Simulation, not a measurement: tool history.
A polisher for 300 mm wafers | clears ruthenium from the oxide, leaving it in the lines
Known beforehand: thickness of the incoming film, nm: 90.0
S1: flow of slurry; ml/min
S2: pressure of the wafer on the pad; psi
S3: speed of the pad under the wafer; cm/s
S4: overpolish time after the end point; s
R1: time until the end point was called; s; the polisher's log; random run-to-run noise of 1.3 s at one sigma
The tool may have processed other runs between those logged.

{"run": 1, "hour": 0.0, "S1": 245, "S2": 2.0, "S3": 120, "S4": 15, "R1": 80.993}
{"run": 2, "hour": 5.6, "S1": 245, "S2": 2.0, "S3": 120, "S4": 15, "R1": 81.094}
{"run": 3, "hour": 9.5, "S1": 245, "S2": 1.7, "S3": 120, "S4": 15, "R1": 94.777}
{"run": 4, "hour": 14.4, "S1": 245, "S2": 1.7, "S3": 98, "S4": 15, "R1": 114.37}
{"run": 5, "hour": 23.2, "S1": 245, "S2": 1.7, "S3": 98, "S4": 12, "R1": 114.43}
{"run": 6, "hour": 26.0, "S1": 245, "S2": 1.7, "S3": 122, "S4": 12, "R1": 93.855}
{"run": 7, "hour": 31.1, "S1": 245, "S2": 1.5, "S3": 122, "S4": 12, "R1": 103.17}
{"run": 8, "hour": 33.1, "S1": 235, "S2": 0.9, "S3": 118, "S4": 12, "R1": 172.87}

What does the tool deliver on the next run?
{"run": 9, "hour": 34.5, "S1": 255, "S2": 0.9, "S3": 118, "S4": 12, "R1": "?"}

R1: 166.640 s
